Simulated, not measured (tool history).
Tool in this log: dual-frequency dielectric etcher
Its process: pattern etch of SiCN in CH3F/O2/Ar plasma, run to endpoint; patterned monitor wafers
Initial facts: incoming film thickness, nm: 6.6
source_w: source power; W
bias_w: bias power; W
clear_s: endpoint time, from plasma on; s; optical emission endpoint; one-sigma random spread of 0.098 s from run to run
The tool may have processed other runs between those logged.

Run 1, hour 0: source_w 380 W, bias_w 85 W. Result: clear_s 17.326 s.
Run 2, hour 7: source_w 390 W, bias_w 85 W. Result: clear_s 17.162 s.
Run 3, hour 13.1: source_w 400 W, bias_w 85 W. Result: clear_s 17.08 s.
Run 4, hour 15.5: source_w 330 W, bias_w 85 W. Result: clear_s 18.811 s.
Run 5, hour 17.9: source_w 280 W, bias_w 85 W. Result: clear_s 20.012 s.
Run 6, hour 21.8: source_w 340 W, bias_w 85 W. Result: clear_s 18.45 s.
Run 7, hour 24.8: source_w 350 W, bias_w 85 W. Result: clear_s 18.028 s.
Run 8, hour 27.4: source_w 350 W, bias_w 85 W. Result: clear_s 18.339 s.
Run 9, hour 33.1: source_w 360 W, bias_w 85 W. Result: clear_s 17.986 s.
Run 10, hour 41.6: source_w 370 W, bias_w 85 W. Result: clear_s 17.558 s.
Run 11, hour 48.7: source_w 380 W, bias_w 85 W. Result: clear_s 17.329 s.
Run 12, hour 53.1: source_w 390 W, bias_w 85 W. Result: clear_s 17.049 s.
Run 13, hour 56.6: source_w 400 W, bias_w 85 W. Result: clear_s 17.086 s.
Run 14, hour 57.1: source_w 410 W, bias_w 85 W. Result: clear_s 16.94 s.

Expected results for the next run?
Run 15, hour 60.5: source_w 420 W, bias_w 85 W. Result: clear_s ?.

Run 15 yielded clear_s 16.706 s.
